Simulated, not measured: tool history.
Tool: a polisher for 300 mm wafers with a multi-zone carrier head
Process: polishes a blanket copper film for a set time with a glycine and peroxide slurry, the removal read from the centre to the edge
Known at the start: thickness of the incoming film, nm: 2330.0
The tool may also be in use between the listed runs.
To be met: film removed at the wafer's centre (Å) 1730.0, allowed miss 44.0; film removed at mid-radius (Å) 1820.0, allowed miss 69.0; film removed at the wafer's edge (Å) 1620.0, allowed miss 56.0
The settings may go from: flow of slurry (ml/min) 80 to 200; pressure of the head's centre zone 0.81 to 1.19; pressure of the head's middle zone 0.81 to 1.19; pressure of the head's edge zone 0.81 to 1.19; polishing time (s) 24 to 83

run	hour	flow of slurry (ml/min)	pressure of the head's centre zone	pressure of the head's middle zone	pressure of the head's edge zone	polishing time (s)	film removed at the wafer's centre (Å)	film removed at mid-radius (Å)	film removed at the wafer's edge (Å)
1	0.0	130	1.00	1.00	1.00	53	2402.4	2430.5	2388.8
2	5.4	130	1.00	1.00	1.00	40	1808.1	1822.2	1786.6
3	6.2	130	1.00	1.00	1.00	32	1452.4	1463.8	1445.7
4	12.7	150	1.00	1.00	1.00	32	1499.1	1502.5	1472.2
5	19.2	150	1.04	1.00	1.00	32	1540.5	1505.6	1472.4
6	27.3	150	1.04	1.07	1.00	32	1518.3	1559.9	1480.6
7	30.5	155	1.05	1.08	1.00	32	1567.3	1595.3	1484.6
8	34.7	160	1.05	1.09	1.01	32	1572.8	1611.8	1487.0
9	43.1	190	1.07	1.16	1.09	34	1736.3	1845.8	1685.8
10	51.7	190	1.07	1.16	1.08	34	1747.0	1781.4	1671.0

5 next moves are on the table. One of them brings every result within its allowed miss. Which?
A	60.3	195	1.09	1.17	1.03	33	?	?	?
B	60.3	190	1.04	1.14	1.14	35	?	?	?
C	60.3	200	1.13	1.07	1.03	34	?	?	?
D	60.3	180	1.03	1.13	1.18	35	?	?	?
E	60.3	185	1.05	1.17	1.10	35	?	?	?

move	film removed at the wafer's centre (Å)	film removed at mid-radius (Å)	film removed at the wafer's edge (Å)
A	1710.4	1809.3	1597.6
B	1755.6	1879.0	1778.3
C	1808.1	1766.0	1652.3
D	1728.5	1852.0	1798.9
E	1757.5	1903.2	1740.2
A: meets every target
B: further off than the last run
C: brings the result that was furthest off to its target, and leaves another outside
D: further off than the last run
E: further off than the last run
Answer: A
